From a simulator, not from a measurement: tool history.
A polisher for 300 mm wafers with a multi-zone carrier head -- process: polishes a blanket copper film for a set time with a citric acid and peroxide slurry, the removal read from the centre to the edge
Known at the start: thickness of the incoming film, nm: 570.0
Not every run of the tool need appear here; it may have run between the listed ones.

run  hour  flow of slurry (ml/min)  pressure of the head's centre zone  pressure of the head's middle zone  pressure of the head's edge zone  abrasive content of the slurry  polishing time (s)  film removed at the wafer's centre (Å)  film removed at mid-radius (Å)  film removed at the wafer's edge (Å)
  1   0.0                      270                                1.00                                1.00                              1.00                            1.00                  61                                  1896.8                          1953.3                                1932.6
  2   8.4                      270                                1.00                                1.00                              1.00                            0.80                  61                                  1784.1                          1825.8                                1807.1
  3  15.1                      270                                1.00                                1.00                              1.00                            0.90                  61                                  1876.6                          1892.8                                1878.9
  4  18.1                      270                                1.02                                0.98                              0.96                            0.80                  58                                  1727.9                          1688.1                                1673.6
  5  23.4                      270                                1.02                                0.98                              0.96                            0.80                  69                                  2064.1                          2030.4                                1998.0
  6  29.8                      270                                1.02                                0.94                              0.96                            0.80                  69                                  2037.4                          1987.2                                2074.1
  7  34.5                      265                                1.04                                0.94                              0.93                            0.70                  64                                  1879.2                          1736.7                                1778.5
  8  36.8                      260                                1.04                                0.94                              0.90                            0.65                  61                                  1713.7                          1612.5                                1666.1
  9  41.4                      265                                1.06                                0.95                              0.89                            0.60                  58                                  1631.9                          1525.2                                1532.4
 10  44.2                      265                                1.08                                0.95                              0.87                            0.55                  56                                  1547.5                          1435.2                                1421.7
 11  48.6                      260                                1.10                                0.95                              0.85                            0.55                  56                                  1580.9                          1430.0                                1400.9
 12  52.0                      255                                1.11                                0.95                              0.84                            0.55                  55                                  1597.8                          1414.0                                1369.6
 13  55.3                      255                                1.11                                0.95                              0.83                            0.55                  55                                  1549.7                          1409.3                                1377.4

What does the tool deliver on the next run?
 14  61.7                      255                                1.11                                0.95                              0.83                            0.55                  55                                       ?                               ?                                     ?

film removed at the wafer's centre (Å): 1563.6
film removed at mid-radius (Å): 1422.8
film removed at the wafer's edge (Å): 1330.5
